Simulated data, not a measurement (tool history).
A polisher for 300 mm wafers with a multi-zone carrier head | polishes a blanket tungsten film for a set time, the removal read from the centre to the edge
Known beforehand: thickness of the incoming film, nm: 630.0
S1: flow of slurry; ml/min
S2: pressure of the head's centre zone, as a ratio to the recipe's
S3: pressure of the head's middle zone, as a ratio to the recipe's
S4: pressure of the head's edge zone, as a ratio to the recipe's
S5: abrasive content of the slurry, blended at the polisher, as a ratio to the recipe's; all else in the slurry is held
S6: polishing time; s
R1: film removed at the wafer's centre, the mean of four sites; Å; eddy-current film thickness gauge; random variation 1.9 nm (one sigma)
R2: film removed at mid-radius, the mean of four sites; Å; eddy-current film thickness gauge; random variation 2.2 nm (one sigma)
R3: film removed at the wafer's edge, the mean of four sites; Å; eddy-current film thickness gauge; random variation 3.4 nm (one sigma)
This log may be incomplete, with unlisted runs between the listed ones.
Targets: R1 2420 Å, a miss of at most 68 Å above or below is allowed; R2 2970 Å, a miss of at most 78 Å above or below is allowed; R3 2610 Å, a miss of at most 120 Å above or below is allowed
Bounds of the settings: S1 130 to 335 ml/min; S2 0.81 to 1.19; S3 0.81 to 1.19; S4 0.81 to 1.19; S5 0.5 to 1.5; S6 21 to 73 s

| run | hour | S1 | S2 | S3 | S4 | S5 | S6 | R1 | R2 | R3 |
|---|---|---|---|---|---|---|---|---|---|---|
| 1 | 0 | 215 | 1 | 1 | 1 | 1 | 47 | 2421.3 | 2521.7 | 2413 |
| 2 | 7.6 | 230 | 0.99 | 1.03 | 1.02 | 1 | 47 | 2362.7 | 2562.2 | 2543.8 |
| 3 | 14.4 | 230 | 0.99 | 1.03 | 1.02 | 1.2 | 47 | 2430.9 | 2687.5 | 2570.3 |
| 4 | 18.3 | 230 | 0.99 | 0.96 | 1.02 | 1.2 | 47 | 2470.6 | 2521.6 | 2602.8 |
| 5 | 19.6 | 230 | 0.99 | 0.96 | 1.02 | 1.2 | 38 | 1968.4 | 2025.6 | 2040.2 |
| 6 | 26.5 | 240 | 1 | 1.01 | 1.04 | 1.3 | 39 | 2084.5 | 2201.1 | 2192.5 |
| 7 | 27.2 | 245 | 1 | 1.05 | 1.04 | 1.35 | 40 | 2156.2 | 2381.7 | 2276.8 |
| 8 | 31.4 | 255 | 1.01 | 1.08 | 1.05 | 1.4 | 41 | 2265.3 | 2494.6 | 2330.2 |
| 9 | 39.1 | 255 | 1 | 1.1 | 1.06 | 1.45 | 42 | 2338.8 | 2568.5 | 2433.2 |
| 10 | 44.5 | 305 | 0.92 | 1.19 | 1.01 | 1.5 | 45 | 2339.7 | 3055.4 | 2549.4 |

Next run, 4 choices. One meets every target within its allowed miss, the rest don't. Which?
| A | 49.9 | 295 | 0.99 | 1.14 | 0.99 | 1.5 | 46 | ? | ? | ? |
| B | 49.9 | 315 | 0.91 | 1.15 | 1.04 | 1.5 | 49 | ? | ? | ? |
| C | 49.9 | 335 | 1.02 | 1.16 | 0.88 | 1.45 | 45 | ? | ? | ? |
| D | 49.9 | 325 | 0.95 | 1.15 | 1.04 | 1.5 | 45 | ? | ? | ? |

| move | R1 | R2 | R3 |
|---|---|---|---|
| A | 2576.4 | 3029.3 | 2570.8 |
| B | 2537.9 | 3270.1 | 2817.3 |
| C | 2614.1 | 3020.2 | 2385.4 |
| D | 2441.4 | 3010.7 | 2592.8 |
A: pushes the last run's worst result past its target
B: pushes the last run's worst result past its target
C: pushes the last run's worst result past its target
D: all results land within tolerance of their targets
D meets every target.

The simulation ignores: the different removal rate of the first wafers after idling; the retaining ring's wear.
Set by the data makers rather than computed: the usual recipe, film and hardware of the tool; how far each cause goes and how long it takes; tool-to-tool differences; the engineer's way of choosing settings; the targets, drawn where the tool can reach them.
